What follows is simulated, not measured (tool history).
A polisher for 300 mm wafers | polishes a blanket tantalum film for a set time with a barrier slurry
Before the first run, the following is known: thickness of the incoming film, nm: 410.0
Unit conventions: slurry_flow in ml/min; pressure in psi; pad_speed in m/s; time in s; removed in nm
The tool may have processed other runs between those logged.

Run 1, hour 0.0: slurry_flow 145 ml/min, pressure 1.4 psi, pad_speed 1.16 m/s, slurry_solids 1.0, time 99 s. Result: removed 120.30 nm.
Run 2, hour 4.5: slurry_flow 145 ml/min, pressure 1.6 psi, pad_speed 1.18 m/s, slurry_solids 1.0, time 99 s. Result: removed 134.98 nm.
Run 3, hour 12.3: slurry_flow 145 ml/min, pressure 1.8 psi, pad_speed 1.24 m/s, slurry_solids 1.0, time 99 s. Result: removed 159.19 nm.
Run 4, hour 18.6: slurry_flow 145 ml/min, pressure 1.9 psi, pad_speed 1.28 m/s, slurry_solids 1.0, time 99 s. Result: removed 175.77 nm.
Run 5, hour 20.8: slurry_flow 145 ml/min, pressure 1.9 psi, pad_speed 1.38 m/s, slurry_solids 1.0, time 99 s. Result: removed 182.50 nm.
Run 6, hour 25.5: slurry_flow 145 ml/min, pressure 1.9 psi, pad_speed 1.38 m/s, slurry_solids 0.9, time 99 s. Result: removed 184.75 nm.
Run 7, hour 28.2: slurry_flow 145 ml/min, pressure 2.0 psi, pad_speed 1.40 m/s, slurry_solids 0.9, time 99 s. Result: removed 185.70 nm.

Run 8 has not been measured yet. What should we expect?
Run 8, hour 30.9: slurry_flow 145 ml/min, pressure 2.1 psi, pad_speed 1.44 m/s, slurry_solids 0.9, time 99 s. Result: removed ?.

{"run 8": {"removed": 205.35}}

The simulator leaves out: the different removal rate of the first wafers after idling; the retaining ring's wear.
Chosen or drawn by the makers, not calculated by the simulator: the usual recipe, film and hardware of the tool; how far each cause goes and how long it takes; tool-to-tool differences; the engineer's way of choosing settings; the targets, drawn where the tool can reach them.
